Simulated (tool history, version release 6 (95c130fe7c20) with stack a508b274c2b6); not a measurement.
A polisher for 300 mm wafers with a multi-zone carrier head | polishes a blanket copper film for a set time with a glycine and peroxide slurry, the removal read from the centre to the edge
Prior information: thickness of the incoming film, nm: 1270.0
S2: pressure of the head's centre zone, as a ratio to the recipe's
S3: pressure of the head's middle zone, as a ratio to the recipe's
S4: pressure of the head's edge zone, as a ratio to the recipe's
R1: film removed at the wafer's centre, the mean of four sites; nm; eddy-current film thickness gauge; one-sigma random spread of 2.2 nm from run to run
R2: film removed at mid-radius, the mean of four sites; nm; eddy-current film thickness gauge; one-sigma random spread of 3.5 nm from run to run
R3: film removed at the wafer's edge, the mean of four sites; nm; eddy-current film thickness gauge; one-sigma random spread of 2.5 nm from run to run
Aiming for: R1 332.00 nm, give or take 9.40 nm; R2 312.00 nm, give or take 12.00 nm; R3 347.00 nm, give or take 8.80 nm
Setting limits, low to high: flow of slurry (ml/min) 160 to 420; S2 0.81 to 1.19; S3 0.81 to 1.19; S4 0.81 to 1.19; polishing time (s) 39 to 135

Run 1, hour 0.0: flow of slurry (ml/min) 270, S2 1.00, S3 1.00, S4 1.00, polishing time (s) 87. Result: R1 471.48 nm, R2 479.03 nm, R3 476.08 nm.
Run 2, hour 4.7: flow of slurry (ml/min) 335, S2 1.00, S3 1.00, S4 1.00, polishing time (s) 87. Result: R1 494.83 nm, R2 494.80 nm, R3 480.94 nm.
Run 3, hour 5.5: flow of slurry (ml/min) 320, S2 0.98, S3 0.95, S4 0.98, polishing time (s) 80. Result: R1 442.77 nm, R2 427.28 nm, R3 441.82 nm.
Run 4, hour 7.9: flow of slurry (ml/min) 345, S2 0.98, S3 0.95, S4 0.98, polishing time (s) 80. Result: R1 443.19 nm, R2 441.45 nm, R3 440.38 nm.
Run 5, hour 16.9: flow of slurry (ml/min) 330, S2 0.96, S3 0.91, S4 0.95, polishing time (s) 75. Result: R1 402.92 nm, R2 402.59 nm, R3 409.23 nm.
Run 6, hour 25.7: flow of slurry (ml/min) 310, S2 0.96, S3 0.88, S4 0.94, polishing time (s) 72. Result: R1 388.27 nm, R2 361.93 nm, R3 389.52 nm.
Run 7, hour 34.4: flow of slurry (ml/min) 290, S2 0.94, S3 0.86, S4 0.91, polishing time (s) 71. Result: R1 370.29 nm, R2 356.18 nm, R3 375.77 nm.
Run 8, hour 42.2: flow of slurry (ml/min) 270, S2 0.93, S3 0.85, S4 0.91, polishing time (s) 70. Result: R1 358.21 nm, R2 349.05 nm, R3 368.76 nm.
Run 9, hour 51.2: flow of slurry (ml/min) 260, S2 0.93, S3 0.84, S4 0.91, polishing time (s) 69. Result: R1 346.24 nm, R2 335.50 nm, R3 358.29 nm.
Run 10, hour 59.2: flow of slurry (ml/min) 245, S2 0.93, S3 0.83, S4 0.91, polishing time (s) 69. Result: R1 352.36 nm, R2 334.99 nm, R3 355.30 nm.
Run 11, hour 61.9: flow of slurry (ml/min) 245, S2 0.93, S3 0.82, S4 0.93, polishing time (s) 68. Result: R1 345.30 nm, R2 324.03 nm, R3 355.46 nm.
Run 12, hour 65.4: flow of slurry (ml/min) 235, S2 0.93, S3 0.82, S4 0.93, polishing time (s) 68. Result: R1 346.74 nm, R2 322.60 nm, R3 357.78 nm.

Pick the move, out of 5, that brings all results within their allowed miss; only one does.
Run A, hour 68.9: flow of slurry (ml/min) 255, S2 0.85, S3 0.81, S4 1.01, polishing time (s) 69. Result: R1 ?, R2 ?, R3 ?.
Run B, hour 68.9: flow of slurry (ml/min) 165, S2 1.10, S3 0.81, S4 0.90, polishing time (s) 69. Result: R1 ?, R2 ?, R3 ?.
Run C, hour 68.9: flow of slurry (ml/min) 260, S2 0.98, S3 0.81, S4 0.95, polishing time (s) 67. Result: R1 ?, R2 ?, R3 ?.
Run D, hour 68.9: flow of slurry (ml/min) 245, S2 0.86, S3 0.85, S4 0.95, polishing time (s) 68. Result: R1 ?, R2 ?, R3 ?.
Run E, hour 68.9: flow of slurry (ml/min) 190, S2 0.94, S3 0.81, S4 0.94, polishing time (s) 68. Result: R1 ?, R2 ?, R3 ?.

move      R1      R2      R3
   A  321.75  330.33  377.46
   B  384.66  306.89  338.90
   C  361.61  321.33  356.59
   D  319.08  334.48  359.69
   E  333.90  311.24  347.76
A: pushes the last run's worst result past its target
B: the biggest miss grows against the last run
C: the biggest miss grows against the last run
D: pushes the last run's worst result past its target
E: in spec on every target
E meets every target.
